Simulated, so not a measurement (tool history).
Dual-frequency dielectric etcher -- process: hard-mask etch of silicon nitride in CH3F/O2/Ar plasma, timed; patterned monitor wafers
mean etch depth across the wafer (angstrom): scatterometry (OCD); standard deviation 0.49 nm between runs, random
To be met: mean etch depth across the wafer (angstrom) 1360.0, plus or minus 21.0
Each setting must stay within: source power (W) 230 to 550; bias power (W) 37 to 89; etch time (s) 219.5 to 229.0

run	hour	source power (W)	bias power (W)	etch time (s)	mean etch depth across the wafer (angstrom)
1	0.0	390	63	219.5	1555.7
2	7.9	350	62	219.5	1467.2
3	9.6	330	62	219.5	1420.8
4	17.0	320	62	219.5	1398.2
5	22.7	360	62	219.5	1484.7
6	25.9	360	53	219.5	1424.2
7	29.2	350	53	219.5	1415.6
8	33.9	300	52	219.5	1298.2
9	37.3	310	52	219.5	1331.7

Pick the move, out of 4, that brings all results within their allowed miss; only one does.
A	40.7	300	56	225.0	?
B	40.7	300	49	219.5	?
C	40.7	310	47	222.5	?
D	40.7	290	52	228.5	?

move	mean etch depth across the wafer (angstrom)
A	1354.2
B	1281.5
C	1309.8
D	1327.6
A: meets every target
B: misses by more than the last run did
C: misses by more than the last run did
D: misses by more than the last run did
A is the move that brings every result within its allowed miss.
